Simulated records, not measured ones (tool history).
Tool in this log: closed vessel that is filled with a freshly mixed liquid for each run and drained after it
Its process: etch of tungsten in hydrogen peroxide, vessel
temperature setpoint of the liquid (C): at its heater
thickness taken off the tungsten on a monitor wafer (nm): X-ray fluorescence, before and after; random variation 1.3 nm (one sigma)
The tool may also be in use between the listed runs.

run    day  temperature setpoint of the liquid (C)  concentration of hydrogen peroxide in the mixed liquid (% by weight)  time in the liquid (s)  thickness taken off the tungsten on a monitor wafer (nm)
  1  0.000                                    45.0                                                                  20.0                      85                                                   106.770
  2  0.283                                    47.5                                                                  20.0                      85                                                   125.170
  3  0.550                                    47.5                                                                  20.0                      95                                                   139.550
  4  0.821                                    41.5                                                                  20.0                      95                                                    95.301
  5  0.883                                    36.5                                                                  20.0                      95                                                    69.375
  6  1.029                                    36.5                                                                  20.0                      85                                                    61.575
  7  1.229                                    41.0                                                                  20.0                      85                                                    82.829
  8  1.421                                    44.5                                                                  20.0                      85                                                   102.930
  9  1.562                                    47.0                                                                  20.0                      85                                                   120.930
     1.846  -- new drum of peroxide connected
 10  1.846                                    49.0                                                                  20.0                      85                                                   139.440
 11  2.225                                    50.5                                                                  20.0                      85                                                   154.140
 12  2.262                                    51.5                                                                  20.0                      85                                                   162.350
 13  2.412                                    52.5                                                                  20.0                      85                                                   172.470

What does the tool deliver on the next run?
 14  2.771                                    53.5                                                                  20.0                      85                                                         ?

{"run 14": {"thickness taken off the tungsten on a monitor wafer (nm)": 183.3}}
